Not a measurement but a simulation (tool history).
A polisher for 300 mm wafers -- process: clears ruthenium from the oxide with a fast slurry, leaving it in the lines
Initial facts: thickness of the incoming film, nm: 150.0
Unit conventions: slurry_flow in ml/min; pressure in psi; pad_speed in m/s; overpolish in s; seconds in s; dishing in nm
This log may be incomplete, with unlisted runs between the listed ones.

run	day	slurry_flow	pressure	pad_speed	slurry_solids	overpolish	seconds	dishing
1	0	205	3.1	0.86	1	9	39.307	28.671
2	0.262	205	3.1	0.72	1	9	46.58	24.775
3	0.55	235	3.1	0.72	1	9	46.064	24.912
4	0.625	235	3.3	0.72	1	9	43.699	27.965
5	0.771	235	3.3	0.72	1.1	9	42.261	27.452
6	0.967	235	3.4	0.72	1.1	9	40.846	28.612
7	1.054	235	3.5	0.72	1.1	9	39.856	29.014
8	1.1	235	3.6	0.72	1.1	9	38.535	29.517

Estimate the outcome of run 9 from the log above:
9	1.454	235	3.7	0.72	1.1	9	?	?

For run 9 the tool returned seconds 37.809 s, dishing 30.073 nm.
